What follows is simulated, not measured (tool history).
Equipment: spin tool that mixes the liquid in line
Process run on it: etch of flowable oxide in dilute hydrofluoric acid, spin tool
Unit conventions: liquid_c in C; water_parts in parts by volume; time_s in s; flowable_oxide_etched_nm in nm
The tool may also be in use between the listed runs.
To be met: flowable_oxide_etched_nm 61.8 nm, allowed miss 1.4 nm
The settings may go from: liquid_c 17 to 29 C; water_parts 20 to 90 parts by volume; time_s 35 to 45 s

run 1 hour=0 | liquid_c=21 water_parts=50 time_s=45 | flowable_oxide_etched_nm=20.76
run 2 hour=0.9 | liquid_c=22.5 water_parts=45 time_s=45 | flowable_oxide_etched_nm=24.895
run 3 hour=8.1 | liquid_c=20 water_parts=45 time_s=45 | flowable_oxide_etched_nm=22.367
run 4 hour=15.8 | liquid_c=21.5 water_parts=40 time_s=45 | flowable_oxide_etched_nm=26.977
run 5 hour=22.8 | liquid_c=23 water_parts=40 time_s=45 | flowable_oxide_etched_nm=28.704
run 6 hour=28.1 | liquid_c=24 water_parts=35 time_s=45 | flowable_oxide_etched_nm=34.763
run 7 hour=36.2 | liquid_c=25 water_parts=35 time_s=45 | flowable_oxide_etched_nm=36.314
run 8 hour=40.7 | liquid_c=25.5 water_parts=30 time_s=45 | flowable_oxide_etched_nm=43.32
run 9 hour=44.2 | liquid_c=26 water_parts=30 time_s=45 | flowable_oxide_etched_nm=44.152
run 10 hour=52.4 | liquid_c=29 water_parts=20 time_s=45 | flowable_oxide_etched_nm=76.14

Pick the move, out of 4, that brings all results within their allowed miss; only one does.
run A hour=60.6 | liquid_c=27 water_parts=20 time_s=40 | flowable_oxide_etched_nm=?
run B hour=60.6 | liquid_c=29 water_parts=25 time_s=40 | flowable_oxide_etched_nm=?
run C hour=60.6 | liquid_c=29 water_parts=20 time_s=40 | flowable_oxide_etched_nm=?
run D hour=60.6 | liquid_c=28.5 water_parts=20 time_s=35 | flowable_oxide_etched_nm=?

move=A flowable_oxide_etched_nm=62.99
move=B flowable_oxide_etched_nm=54.275
move=C flowable_oxide_etched_nm=68.38
move=D flowable_oxide_etched_nm=58.623
A: every result lands within tolerance
B: moves the result that the last run missed by most past its target, out the other side
C: better than the last run, though not everything is in spec
D: moves the result that the last run missed by most past its target, out the other side
The move that meets every target is A.
